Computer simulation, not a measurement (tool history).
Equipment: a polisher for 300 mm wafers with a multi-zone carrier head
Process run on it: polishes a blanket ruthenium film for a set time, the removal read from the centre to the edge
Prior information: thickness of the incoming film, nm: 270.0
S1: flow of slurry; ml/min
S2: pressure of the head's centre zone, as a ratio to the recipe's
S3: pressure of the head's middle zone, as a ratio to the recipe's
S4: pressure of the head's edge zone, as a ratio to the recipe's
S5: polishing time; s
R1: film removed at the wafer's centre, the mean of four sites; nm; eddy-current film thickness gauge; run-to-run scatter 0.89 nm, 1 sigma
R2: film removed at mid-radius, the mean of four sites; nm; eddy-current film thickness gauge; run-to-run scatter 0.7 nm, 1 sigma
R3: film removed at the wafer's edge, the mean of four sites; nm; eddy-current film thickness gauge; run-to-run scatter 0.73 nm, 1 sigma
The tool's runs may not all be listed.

run	day	S1	S2	S3	S4	S5	R1	R2	R3
1	0	125	1	1	1	72	87.325	84.564	86.168
2	0.358	125	1	1	1	84	100.26	99.203	101.29
3	0.479	125	1	1	1.04	84	102.35	99.486	103.2
4	0.758	125	1.06	1	1.04	84	108.08	99.629	101.27
5	1.021	120	1.06	1.02	1	76	95.852	90.641	90.341
6	1.346	120	1.06	1.07	1	76	98.107	93.925	90.477
7	1.508	120	1.05	1.07	0.97	69	85.273	84.677	81.348
8	1.729	115	1.06	1.07	0.94	66	82.769	80.871	75.634
9	1.983	105	1.05	1.05	0.91	65	78.831	77.15	70.621

Estimate the outcome of run 10 from the log above:
10	2.158	100	1.04	1.03	0.91	65	?	?	?

Logged for run 10: R1 75.98 nm, R2 74.524 nm, R3 71.572 nm.

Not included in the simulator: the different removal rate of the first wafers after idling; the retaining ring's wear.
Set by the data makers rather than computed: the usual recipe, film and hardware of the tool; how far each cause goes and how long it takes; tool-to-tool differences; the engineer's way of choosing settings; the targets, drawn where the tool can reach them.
